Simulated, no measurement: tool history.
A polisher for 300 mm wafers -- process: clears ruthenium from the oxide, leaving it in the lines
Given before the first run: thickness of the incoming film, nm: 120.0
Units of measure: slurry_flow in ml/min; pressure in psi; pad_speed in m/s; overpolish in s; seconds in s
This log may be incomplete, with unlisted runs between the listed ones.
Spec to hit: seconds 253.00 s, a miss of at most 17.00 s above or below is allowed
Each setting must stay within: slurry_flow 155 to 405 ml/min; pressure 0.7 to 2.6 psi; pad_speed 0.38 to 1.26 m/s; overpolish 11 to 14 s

run 1 hour=0.0 | slurry_flow=260 pressure=1.6 pad_speed=0.82 overpolish=14 | seconds=163.90
run 2 hour=1.2 | slurry_flow=235 pressure=1.6 pad_speed=0.82 overpolish=14 | seconds=164.86
run 3 hour=1.8 | slurry_flow=235 pressure=1.5 pad_speed=0.80 overpolish=14 | seconds=184.58
run 4 hour=5.7 | slurry_flow=235 pressure=1.3 pad_speed=0.80 overpolish=14 | seconds=209.02
run 5 hour=9.0 | slurry_flow=235 pressure=1.5 pad_speed=0.80 overpolish=14 | seconds=175.55
run 6 hour=11.7 | slurry_flow=235 pressure=1.4 pad_speed=0.80 overpolish=14 | seconds=191.15
run 7 hour=15.8 | slurry_flow=235 pressure=1.3 pad_speed=0.80 overpolish=14 | seconds=208.92
run 8 hour=23.7 | slurry_flow=235 pressure=1.0 pad_speed=0.78 overpolish=14 | seconds=270.85
run 9 hour=27.1 | slurry_flow=235 pressure=1.0 pad_speed=0.78 overpolish=14 | seconds=261.03

Next run, 4 choices. One meets every target within its allowed miss, the rest don't. Which?
run A hour=30.5 | slurry_flow=220 pressure=1.1 pad_speed=0.90 overpolish=14 | seconds=?
run B hour=30.5 | slurry_flow=265 pressure=1.0 pad_speed=0.72 overpolish=14 | seconds=?
run C hour=30.5 | slurry_flow=210 pressure=1.0 pad_speed=0.68 overpolish=11 | seconds=?
run D hour=30.5 | slurry_flow=230 pressure=1.0 pad_speed=0.88 overpolish=13 | seconds=?

move=A seconds=216.87
move=B seconds=283.61
move=C seconds=305.54
move=D seconds=241.15
A: takes the result that was furthest off past its target
B: the biggest miss grows against the last run
C: the biggest miss grows against the last run
D: every result within its allowed miss
The move that meets every target is D.

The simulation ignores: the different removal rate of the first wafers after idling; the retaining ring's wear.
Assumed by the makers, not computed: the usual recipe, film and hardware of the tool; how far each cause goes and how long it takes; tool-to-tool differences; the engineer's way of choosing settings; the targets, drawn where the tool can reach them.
